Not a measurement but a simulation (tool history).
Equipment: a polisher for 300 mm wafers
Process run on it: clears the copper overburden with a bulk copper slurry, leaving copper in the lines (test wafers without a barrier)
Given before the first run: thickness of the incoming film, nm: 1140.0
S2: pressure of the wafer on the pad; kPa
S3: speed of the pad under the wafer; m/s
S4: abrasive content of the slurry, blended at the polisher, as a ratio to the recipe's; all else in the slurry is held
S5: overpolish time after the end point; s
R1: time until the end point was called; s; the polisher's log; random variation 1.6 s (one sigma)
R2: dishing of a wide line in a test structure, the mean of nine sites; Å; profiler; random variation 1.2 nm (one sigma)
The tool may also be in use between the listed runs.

run 1 day=0 | flow_of_slurry_(ml/min)=240 S2=20 S3=0.9 S4=1 S5=28 | R1=113.6 R2=831.37
run 2 day=0.325 | flow_of_slurry_(ml/min)=240 S2=18.6 S3=0.9 S4=1 S5=30 | R1=122.34 R2=819.08
run 3 day=0.604 | flow_of_slurry_(ml/min)=240 S2=22.1 S3=0.9 S4=1 S5=30 | R1=104.11 R2=903.51
run 4 day=0.946 | flow_of_slurry_(ml/min)=240 S2=22.1 S3=0.74 S4=1 S5=30 | R1=120.46 R2=869.09
run 5 day=1.088 | flow_of_slurry_(ml/min)=240 S2=20.7 S3=0.74 S4=1 S5=30 | R1=130.56 R2=861.3
run 6 day=1.2 | flow_of_slurry_(ml/min)=240 S2=20 S3=0.74 S4=1 S5=29 | R1=132.85 R2=796.61
run 7 day=1.296 | flow_of_slurry_(ml/min)=235 S2=15.9 S3=0.72 S4=1 S5=37 | R1=171.95 R2=758.08

Predict the results of run 8:
run 8 day=1.442 | flow_of_slurry_(ml/min)=235 S2=15.9 S3=0.72 S4=1 S5=36 | R1=? R2=?

R1: 173.12 s
R2: 722.62 Å

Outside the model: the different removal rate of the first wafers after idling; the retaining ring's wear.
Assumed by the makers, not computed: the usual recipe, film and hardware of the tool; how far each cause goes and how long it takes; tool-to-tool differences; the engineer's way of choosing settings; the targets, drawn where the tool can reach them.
